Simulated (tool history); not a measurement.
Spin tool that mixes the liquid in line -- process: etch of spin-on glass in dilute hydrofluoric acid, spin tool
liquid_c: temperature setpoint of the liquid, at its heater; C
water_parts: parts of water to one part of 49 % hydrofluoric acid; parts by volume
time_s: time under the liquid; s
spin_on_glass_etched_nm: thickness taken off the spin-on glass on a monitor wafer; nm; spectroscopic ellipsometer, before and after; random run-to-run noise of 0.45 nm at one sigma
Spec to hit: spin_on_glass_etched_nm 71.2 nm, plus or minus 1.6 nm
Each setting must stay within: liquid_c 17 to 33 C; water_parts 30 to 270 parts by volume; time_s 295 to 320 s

run    day  liquid_c  water_parts  time_s  spin_on_glass_etched_nm
  1      0        25          150     295                   55.413
  2  0.158        25          170     295                   47.375
  3  0.375        25          170     295                     47.2
  4  0.533        25          170     320                    51.68
  5    0.7      21.5          170     320                   44.856
  6   0.75      18.5          170     320                   39.885
  7  0.912      22.5          165     320                   48.813
  8   0.95        24          165     320                   51.103
  9  1.008      25.5          165     320                   53.793
 10  1.046      29.5          160     320                   65.362

Consider the 4 candidate settings below. Which is the only one whose results all fall within their allowed miss of target?
  A  1.083        22          120     315                        ?
  B  1.083      30.5          150     315                        ?
  C  1.083      30.5          170     295                        ?
  D  1.083        31          170     295                        ?

move  spin_on_glass_etched_nm
   A                   67.629
   B                    71.89
   C                   57.873
   D                   58.897
A: closes in on the targets versus the last run, not all within tolerance yet
B: in spec on every target
C: further off than the last run
D: further off than the last run
Go with B: it meets all targets.
